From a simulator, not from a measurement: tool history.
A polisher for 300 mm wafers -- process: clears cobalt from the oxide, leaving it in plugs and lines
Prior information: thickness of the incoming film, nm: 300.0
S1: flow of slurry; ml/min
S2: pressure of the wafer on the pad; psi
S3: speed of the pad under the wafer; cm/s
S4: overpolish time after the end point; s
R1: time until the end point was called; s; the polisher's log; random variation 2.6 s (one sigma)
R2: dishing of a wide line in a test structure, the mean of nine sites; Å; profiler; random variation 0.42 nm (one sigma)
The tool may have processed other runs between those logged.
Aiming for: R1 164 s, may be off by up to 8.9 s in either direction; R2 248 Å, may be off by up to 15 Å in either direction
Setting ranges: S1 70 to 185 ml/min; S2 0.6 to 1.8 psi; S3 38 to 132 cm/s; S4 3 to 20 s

run 1 day=0 | S1=120 S2=1.2 S3=84 S4=10 | R1=136.25 R2=189.68
run 2 day=0.367 | S1=115 S2=1.1 S3=84 S4=11 | R1=147.45 R2=189.84
run 3 day=0.554 | S1=115 S2=1.1 S3=84 S4=13 | R1=148.43 R2=217.39
run 4 day=0.6 | S1=115 S2=1.1 S3=84 S4=14 | R1=148.79 R2=227.98
-- day=0.758 head pressure recalibrated
run 5 day=0.758 | S1=115 S2=1.1 S3=104 S4=14 | R1=132.52 R2=249
run 6 day=1.004 | S1=115 S2=1.1 S3=114 S4=14 | R1=125.04 R2=269.69
run 7 day=1.329 | S1=110 S2=1 S3=114 S4=15 | R1=137.44 R2=252.56
run 8 day=1.429 | S1=105 S2=1 S3=112 S4=16 | R1=138.64 R2=262.7

Of the 5 settings listed for the next run, only one would bring every result within its allowed miss of target. Which one?
run A day=1.529 | S1=95 S2=1.5 S3=124 S4=11 | R1=? R2=?
run B day=1.529 | S1=110 S2=1 S3=90 S4=17 | R1=? R2=?
run C day=1.529 | S1=95 S2=1.7 S3=100 S4=12 | R1=? R2=?
run D day=1.529 | S1=95 S2=1.2 S3=126 S4=12 | R1=? R2=?
run E day=1.529 | S1=110 S2=1.1 S3=124 S4=11 | R1=? R2=?

move=A R1=96.22 R2=265.17
move=B R1=162.38 R2=249.21
move=C R1=104.73 R2=265.72
move=D R1=111.72 R2=253.38
move=E R1=116.62 R2=229.52
A: moves away from the targets compared with the last run
B: in spec on every target
C: moves away from the targets compared with the last run
D: moves away from the targets compared with the last run
E: moves away from the targets compared with the last run
So the answer is move B, the one that meets all the targets.
